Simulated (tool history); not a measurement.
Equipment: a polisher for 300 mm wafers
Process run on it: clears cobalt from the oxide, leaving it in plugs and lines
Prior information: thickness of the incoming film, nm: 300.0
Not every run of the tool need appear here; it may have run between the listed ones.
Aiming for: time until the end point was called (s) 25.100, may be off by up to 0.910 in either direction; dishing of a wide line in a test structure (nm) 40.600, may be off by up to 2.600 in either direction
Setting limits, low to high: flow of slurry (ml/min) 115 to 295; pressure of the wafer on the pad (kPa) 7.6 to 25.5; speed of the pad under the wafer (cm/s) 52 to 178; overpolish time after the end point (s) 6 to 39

| run | day | flow of slurry (ml/min) | pressure of the wafer on the pad (kPa) | speed of the pad under the wafer (cm/s) | overpolish time after the end point (s) | time until the end point was called (s) | dishing of a wide line in a test structure (nm) |
|---|---|---|---|---|---|---|---|
| 1 | 0.000 | 190 | 16.5 | 114 | 20 | 46.134 | 41.182 |
| 2 | 0.088 | 190 | 15.2 | 114 | 20 | 51.587 | 40.102 |
| 3 | 0.296 | 190 | 16.5 | 114 | 18 | 47.134 | 39.885 |
| 4 | 0.621 | 190 | 17.9 | 116 | 17 | 43.541 | 41.619 |
|  | 0.862 | worn pad replaced by a new one |
| 5 | 0.862 | 200 | 18.6 | 122 | 15 | 38.028 | 40.436 |
| 6 | 1.154 | 200 | 18.6 | 122 | 9 | 37.744 | 36.143 |
| 7 | 1.354 | 205 | 19.3 | 122 | 9 | 35.579 | 35.210 |
| 8 | 1.438 | 210 | 20.0 | 122 | 10 | 34.390 | 37.368 |
| 9 | 1.625 | 215 | 20.7 | 122 | 10 | 33.680 | 37.546 |
| 10 | 1.729 | 215 | 21.4 | 122 | 10 | 32.941 | 39.066 |

Next run, 5 choices. One meets every target within its allowed miss, the rest don't. Which?
| A | 1.833 | 205 | 22.8 | 178 | 6 | ? | ? |
| B | 1.833 | 200 | 25.5 | 138 | 6 | ? | ? |
| C | 1.833 | 210 | 22.8 | 162 | 6 | ? | ? |
| D | 1.833 | 185 | 25.5 | 164 | 6 | ? | ? |
| E | 1.833 | 225 | 22.1 | 166 | 11 | ? | ? |

| move | time until the end point was called (s) | dishing of a wide line in a test structure (nm) |
|---|---|---|
| A | 24.211 | 36.242 |
| B | 25.915 | 35.348 |
| C | 25.800 | 35.408 |
| D | 23.298 | 36.724 |
| E | 25.900 | 41.465 |
A: the furthest-off result lands on target, but another misses its tolerance
B: the furthest-off result lands on target, but another misses its tolerance
C: the furthest-off result lands on target, but another misses its tolerance
D: takes the biggest miss from the last run beyond its target
E: hits every target within its allowed miss
Correct choice: E, which meets every target
